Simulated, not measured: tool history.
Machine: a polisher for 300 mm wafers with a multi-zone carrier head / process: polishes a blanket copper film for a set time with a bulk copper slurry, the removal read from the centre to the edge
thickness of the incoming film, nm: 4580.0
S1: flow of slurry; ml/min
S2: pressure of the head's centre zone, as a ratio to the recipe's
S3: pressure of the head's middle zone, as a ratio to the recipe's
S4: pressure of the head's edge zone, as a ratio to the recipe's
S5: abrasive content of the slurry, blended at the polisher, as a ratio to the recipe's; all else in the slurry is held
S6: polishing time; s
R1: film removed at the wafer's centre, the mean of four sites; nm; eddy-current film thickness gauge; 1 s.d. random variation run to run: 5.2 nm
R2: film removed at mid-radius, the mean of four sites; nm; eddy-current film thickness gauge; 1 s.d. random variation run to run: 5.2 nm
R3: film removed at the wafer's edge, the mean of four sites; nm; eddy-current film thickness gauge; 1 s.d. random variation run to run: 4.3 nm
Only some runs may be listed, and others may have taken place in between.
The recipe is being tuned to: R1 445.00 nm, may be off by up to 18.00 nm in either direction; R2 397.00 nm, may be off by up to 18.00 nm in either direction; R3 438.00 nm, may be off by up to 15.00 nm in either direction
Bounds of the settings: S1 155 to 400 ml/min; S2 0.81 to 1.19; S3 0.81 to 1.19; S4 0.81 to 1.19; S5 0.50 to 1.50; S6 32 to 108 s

{"run": 1, "hour": 0.0, "S1": 255, "S2": 1.0, "S3": 1.0, "S4": 1.0, "S5": 1.0, "S6": 70, "R1": 510.39, "R2": 512.27, "R3": 517.57}
{"run": 2, "hour": 5.0, "S1": 255, "S2": 0.94, "S3": 1.0, "S4": 1.0, "S5": 1.0, "S6": 70, "R1": 485.29, "R2": 514.95, "R3": 513.94}
{"run": 3, "hour": 8.8, "S1": 255, "S2": 0.94, "S3": 0.98, "S4": 0.99, "S5": 0.95, "S6": 70, "R1": 494.19, "R2": 495.81, "R3": 509.12}
{"run": 4, "hour": 11.8, "S1": 255, "S2": 0.94, "S3": 0.91, "S4": 0.99, "S5": 0.95, "S6": 70, "R1": 481.56, "R2": 459.94, "R3": 496.47}
{"run": 5, "hour": 17.5, "S1": 255, "S2": 0.88, "S3": 0.91, "S4": 0.99, "S5": 0.95, "S6": 70, "R1": 453.05, "R2": 465.63, "R3": 508.18}
{"run": 6, "hour": 19.2, "S1": 255, "S2": 0.88, "S3": 0.9, "S4": 0.97, "S5": 0.9, "S6": 70, "R1": 454.86, "R2": 453.01, "R3": 504.32}
{"run": 7, "hour": 26.8, "S1": 255, "S2": 0.89, "S3": 0.9, "S4": 0.96, "S5": 0.85, "S6": 69, "R1": 441.55, "R2": 437.51, "R3": 485.78}
{"run": 8, "hour": 27.9, "S1": 255, "S2": 0.9, "S3": 0.9, "S4": 0.95, "S5": 0.85, "S6": 69, "R1": 465.07, "R2": 444.22, "R3": 486.21}
{"run": 9, "hour": 30.0, "S1": 255, "S2": 0.9, "S3": 0.9, "S4": 0.94, "S5": 0.8, "S6": 68, "R1": 443.07, "R2": 437.39, "R3": 479.91}
{"run": 10, "hour": 36.5, "S1": 255, "S2": 0.91, "S3": 0.89, "S4": 0.93, "S5": 0.8, "S6": 67, "R1": 434.45, "R2": 416.75, "R3": 474.64}
{"run": 11, "hour": 37.3, "S1": 250, "S2": 1.0, "S3": 0.92, "S4": 0.83, "S5": 0.65, "S6": 66, "R1": 456.89, "R2": 417.47, "R3": 435.77}
{"run": 12, "hour": 40.8, "S1": 250, "S2": 1.0, "S3": 0.91, "S4": 0.83, "S5": 0.65, "S6": 66, "R1": 455.93, "R2": 409.99, "R3": 438.52}
{"run": 13, "hour": 45.8, "S1": 250, "S2": 1.0, "S3": 0.91, "S4": 0.83, "S5": 0.65, "S6": 66, "R1": 463.1, "R2": 416.8, "R3": 432.15}

Next run, 4 choices. One meets every target within its allowed miss, the rest don't. Which?
{"run": "A", "hour": 50.8, "S1": 160, "S2": 1.14, "S3": 0.97, "S4": 0.81, "S5": 0.55, "S6": 70, "R1": "?", "R2": "?", "R3": "?"}
{"run": "B", "hour": 50.8, "S1": 250, "S2": 1.07, "S3": 0.82, "S4": 0.84, "S5": 0.6, "S6": 67, "R1": "?", "R2": "?", "R3": "?"}
{"run": "C", "hour": 50.8, "S1": 230, "S2": 0.97, "S3": 0.86, "S4": 0.82, "S5": 0.55, "S6": 68, "R1": "?", "R2": "?", "R3": "?"}
{"run": "D", "hour": 50.8, "S1": 245, "S2": 1.12, "S3": 0.91, "S4": 0.81, "S5": 0.75, "S6": 61, "R1": "?", "R2": "?", "R3": "?"}

move=A R1=490.05 R2=432.95 R3=433.59
move=B R1=482.11 R2=387.98 R3=444.47
move=C R1=443.00 R2=402.09 R3=440.62
move=D R1=465.91 R2=393.21 R3=409.00
A: lands further from the targets than the last run did
B: puts the biggest miss on target and leaves a different result outside tolerance
C: all results in spec
D: puts the biggest miss on target and leaves a different result outside tolerance
Answer: C
